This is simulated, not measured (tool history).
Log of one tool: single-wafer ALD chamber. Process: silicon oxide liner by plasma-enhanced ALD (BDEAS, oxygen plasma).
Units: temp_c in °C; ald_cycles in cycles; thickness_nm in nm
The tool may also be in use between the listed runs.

| run | day | temp_c | ald_cycles | thickness_nm |
|---|---|---|---|---|
| 1 | 0 | 315 | 62 | 5.8411 |
| 2 | 0.321 | 315 | 55 | 5.1767 |
| 3 | 0.371 | 323 | 55 | 5.1247 |
| 4 | 0.571 | 318 | 55 | 5.1576 |
| 5 | 0.829 | 313 | 55 | 5.2315 |
| 6 | 1.196 | 308 | 62 | 5.9149 |

Predict the results of run 7:
| 7 | 1.417 | 305 | 67 | ? |

For run 7 the tool returned thickness_nm 6.3982 nm.
